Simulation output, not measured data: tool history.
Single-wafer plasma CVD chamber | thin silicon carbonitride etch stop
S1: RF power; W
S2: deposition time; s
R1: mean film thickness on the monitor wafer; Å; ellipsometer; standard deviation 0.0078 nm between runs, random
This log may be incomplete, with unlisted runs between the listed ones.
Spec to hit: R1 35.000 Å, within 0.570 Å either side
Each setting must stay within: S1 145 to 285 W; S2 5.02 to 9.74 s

{"run": 1, "hour": 0.0, "S1": 215, "S2": 7.38, "R1": 42.03}
{"run": 2, "hour": 8.7, "S1": 215, "S2": 8.43, "R1": 48.141}
{"run": 3, "hour": 10.7, "S1": 240, "S2": 8.43, "R1": 49.404}
{"run": 4, "hour": 12.1, "S1": 260, "S2": 8.43, "R1": 49.884}
{"run": 5, "hour": 13.2, "S1": 260, "S2": 9.49, "R1": 56.403}
{"run": 6, "hour": 18.5, "S1": 240, "S2": 9.49, "R1": 55.332}
{"run": 7, "hour": 26.4, "S1": 220, "S2": 8.44, "R1": 48.56}
{"run": 8, "hour": 27.9, "S1": 210, "S2": 7.69, "R1": 43.582}
{"run": 9, "hour": 36.0, "S1": 200, "S2": 7.24, "R1": 40.896}
{"run": 10, "hour": 42.8, "S1": 190, "S2": 6.93, "R1": 38.501}
{"run": 11, "hour": 48.0, "S1": 180, "S2": 6.79, "R1": 37.286}
{"run": 12, "hour": 52.7, "S1": 175, "S2": 6.72, "R1": 36.727}
{"run": 13, "hour": 56.9, "S1": 170, "S2": 6.67, "R1": 36.372}
{"run": 14, "hour": 59.6, "S1": 165, "S2": 6.63, "R1": 35.683}

Which single option among these 5 for the next run brings every result within its allowed miss of target? Just one does.
{"run": "A", "hour": 62.3, "S1": 170, "S2": 6.83, "R1": "?"}
{"run": "B", "hour": 62.3, "S1": 160, "S2": 6.79, "R1": "?"}
{"run": "C", "hour": 62.3, "S1": 175, "S2": 6.64, "R1": "?"}
{"run": "D", "hour": 62.3, "S1": 160, "S2": 6.53, "R1": "?"}
{"run": "E", "hour": 62.3, "S1": 160, "S2": 6.86, "R1": "?"}

move=A R1=37.126
move=B R1=36.464
move=C R1=36.305
move=D R1=35.068
move=E R1=36.840
A: lands further from the targets than the last run did
B: lands further from the targets than the last run did
C: lands further from the targets than the last run did
D: in spec on every target
E: lands further from the targets than the last run did
The right move is D.

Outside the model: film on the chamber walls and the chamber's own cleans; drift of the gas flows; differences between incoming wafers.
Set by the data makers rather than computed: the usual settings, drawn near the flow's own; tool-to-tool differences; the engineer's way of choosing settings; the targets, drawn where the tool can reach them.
